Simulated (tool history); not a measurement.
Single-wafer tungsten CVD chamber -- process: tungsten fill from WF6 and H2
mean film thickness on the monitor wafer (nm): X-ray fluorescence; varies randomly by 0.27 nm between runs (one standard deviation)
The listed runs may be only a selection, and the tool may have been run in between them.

run	hour	heater temperature setpoint (deg C)	chamber pressure (Torr)	deposition time (s)	mean film thickness on the monitor wafer (nm)
1	0	375	48.2	26.4	59.445
2	8.4	374	48.2	26.4	58.785
3	9.1	373	48.1	26.4	58.219
4	17.7	373	55	26.4	62.688
5	22.5	372	54.9	26.4	61.829
6	23.6	379	54.9	26.4	70.565
7	26.2	377	54.8	26.4	67.81

Run 8 has not been measured yet. What should we expect?
8	34.8	377	54.8	26.4	?

mean film thickness on the monitor wafer (nm): 66.864
